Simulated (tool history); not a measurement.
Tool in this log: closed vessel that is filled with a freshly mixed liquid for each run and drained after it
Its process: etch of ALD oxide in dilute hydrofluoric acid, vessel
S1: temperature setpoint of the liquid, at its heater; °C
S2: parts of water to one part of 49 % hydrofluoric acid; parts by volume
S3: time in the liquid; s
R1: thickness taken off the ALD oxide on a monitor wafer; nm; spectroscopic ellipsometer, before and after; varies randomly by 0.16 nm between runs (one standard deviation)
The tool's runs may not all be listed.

Run 1, hour 0: S1 21 °C, S2 140 parts by volume, S3 80 s. Result: R1 14.662 nm.
Run 2, hour 2.8: S1 24.5 °C, S2 140 parts by volume, S3 80 s. Result: R1 16.762 nm.
Run 3, hour 7.6: S1 24.5 °C, S2 90 parts by volume, S3 80 s. Result: R1 27.565 nm.
Run 4, hour 10.9: S1 23.5 °C, S2 90 parts by volume, S3 80 s. Result: R1 27.182 nm.
Run 5, hour 14.8: S1 23 °C, S2 90 parts by volume, S3 80 s. Result: R1 26.361 nm.
Run 6, hour 16.1: S1 23 °C, S2 75 parts by volume, S3 80 s. Result: R1 32.112 nm.
Run 7, hour 22.4: S1 22.5 °C, S2 80 parts by volume, S3 80 s. Result: R1 29.243 nm.
Run 8, hour 27.8: S1 22 °C, S2 85 parts by volume, S3 80 s. Result: R1 26.767 nm.
Run 9, hour 32.5: S1 21.5 °C, S2 85 parts by volume, S3 80 s. Result: R1 26.399 nm.

Run 10, settings as shown, results not yet in. Your forecast:
Run 10, hour 38.7: S1 21 °C, S2 85 parts by volume, S3 80 s. Result: R1 ?.

{"run 10": {"R1": 26.082}}

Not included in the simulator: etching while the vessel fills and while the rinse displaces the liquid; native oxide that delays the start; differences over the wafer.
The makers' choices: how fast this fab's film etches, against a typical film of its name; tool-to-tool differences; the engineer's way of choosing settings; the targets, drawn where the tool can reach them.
